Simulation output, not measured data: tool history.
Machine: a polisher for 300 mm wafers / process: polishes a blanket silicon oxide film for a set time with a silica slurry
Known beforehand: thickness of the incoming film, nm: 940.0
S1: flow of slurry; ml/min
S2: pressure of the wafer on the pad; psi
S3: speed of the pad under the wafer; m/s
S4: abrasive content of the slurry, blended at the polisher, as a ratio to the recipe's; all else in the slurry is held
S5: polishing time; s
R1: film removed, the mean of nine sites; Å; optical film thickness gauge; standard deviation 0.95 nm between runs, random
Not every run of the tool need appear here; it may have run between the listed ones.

run 1 hour=0 | S1=135 S2=4 S3=0.94 S4=1 S5=61 | R1=1580.9
run 2 hour=0.7 | S1=130 S2=3.5 S3=0.94 S4=1 S5=61 | R1=1385.9
run 3 hour=3.6 | S1=130 S2=3.5 S3=0.74 S4=1 S5=61 | R1=1132.6
run 4 hour=8.9 | S1=130 S2=3.5 S3=0.74 S4=1.2 S5=61 | R1=1252.6
run 5 hour=12.4 | S1=130 S2=3.5 S3=0.74 S4=1.4 S5=61 | R1=1369.5
run 6 hour=20.4 | S1=125 S2=3.2 S3=0.74 S4=1.4 S5=61 | R1=1239.6
-- hour=29.4 slurry blender recalibrated
run 7 hour=29.4 | S1=120 S2=3 S3=0.74 S4=1.4 S5=61 | R1=1368.6
run 8 hour=33.9 | S1=135 S2=2.7 S3=0.74 S4=1.4 S5=61 | R1=1254.7

Forecast run 9:
run 9 hour=42.7 | S1=135 S2=2.5 S3=0.7 S4=1.4 S5=61 | R1=?

R1: 1099.4 Å
